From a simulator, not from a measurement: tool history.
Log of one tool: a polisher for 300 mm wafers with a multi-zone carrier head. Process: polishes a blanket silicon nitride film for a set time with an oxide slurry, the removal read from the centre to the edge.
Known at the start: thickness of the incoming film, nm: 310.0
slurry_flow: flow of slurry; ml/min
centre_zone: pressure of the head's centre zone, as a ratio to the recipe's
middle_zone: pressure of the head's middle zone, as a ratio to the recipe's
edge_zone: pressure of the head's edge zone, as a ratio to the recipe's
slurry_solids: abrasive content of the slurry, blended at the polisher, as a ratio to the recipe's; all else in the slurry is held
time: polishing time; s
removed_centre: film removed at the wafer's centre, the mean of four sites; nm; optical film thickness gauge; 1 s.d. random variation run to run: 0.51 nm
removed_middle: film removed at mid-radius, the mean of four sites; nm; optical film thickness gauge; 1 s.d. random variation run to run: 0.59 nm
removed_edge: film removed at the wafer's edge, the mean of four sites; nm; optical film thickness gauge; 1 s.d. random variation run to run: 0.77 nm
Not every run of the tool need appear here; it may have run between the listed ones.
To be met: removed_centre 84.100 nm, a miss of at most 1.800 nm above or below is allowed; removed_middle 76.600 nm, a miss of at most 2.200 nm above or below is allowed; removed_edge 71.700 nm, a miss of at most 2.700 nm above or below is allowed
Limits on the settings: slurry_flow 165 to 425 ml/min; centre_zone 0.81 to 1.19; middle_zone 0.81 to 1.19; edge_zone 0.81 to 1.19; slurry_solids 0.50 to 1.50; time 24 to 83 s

run  hour  slurry_flow  centre_zone  middle_zone  edge_zone  slurry_solids  time  removed_centre  removed_middle  removed_edge
  1   0.0          275         1.00         1.00       1.00           1.00    53          53.514          52.972        54.420
  2   0.8          295         1.05         1.04       1.02           1.10    53          59.361          57.031        56.846
  3   8.2          305         1.08         1.07       1.05           1.20    53          63.308          61.527        58.833
  4   9.2          315         1.10         1.08       1.07           1.30    54          67.874          64.213        62.224
  5  12.2          320         1.12         1.09       1.08           1.35    55          70.648          65.864        64.789
  6  20.0          320         1.12         1.09       1.01           1.35    55          71.453          67.104        63.057
  7  23.2          325         1.14         1.10       1.03           1.40    56          74.417          69.758        66.797
  8  31.0          335         1.15         1.10       1.02           1.45    57          78.017          70.881        67.802
  9  34.6          335         1.16         1.11       1.03           1.45    57          79.043          72.247        67.828
 10  39.0          335         1.17         1.12       1.04           1.45    57          79.577          72.384        66.880
 11  42.9          335         1.17         1.12       1.05           1.45    58          80.658          74.015        70.845
 12  50.2          340         1.18         1.12       1.04           1.45    58          82.037          75.513        70.976
 13  57.1          345         1.18         1.12       1.04           1.45    58          81.706          73.735        68.826

Below are 5 possible settings for the next run. Only one of them brings all results inside the allowed miss of their targets. Which is it?
  A  64.0          330         1.03         1.07       0.92           1.35    65               ?               ?             ?
  B  64.0          360         1.14         1.08       0.97           1.35    63               ?               ?             ?
  C  64.0          315         1.13         1.08       1.16           1.50    58               ?               ?             ?
  D  64.0          325         1.11         1.09       1.04           1.50    60               ?               ?             ?
  E  64.0          345         1.19         1.10       1.06           1.50    55               ?               ?             ?

move  removed_centre  removed_middle  removed_edge
   A          77.057          78.285        73.620
   B          83.280          76.896        73.480
   C          77.993          72.708        76.126
   D          79.448          76.003        74.640
   E          78.482          70.481        69.281
A: further off than the last run
B: hits every target within its allowed miss
C: further off than the last run
D: further off than the last run
E: further off than the last run
B meets every target.
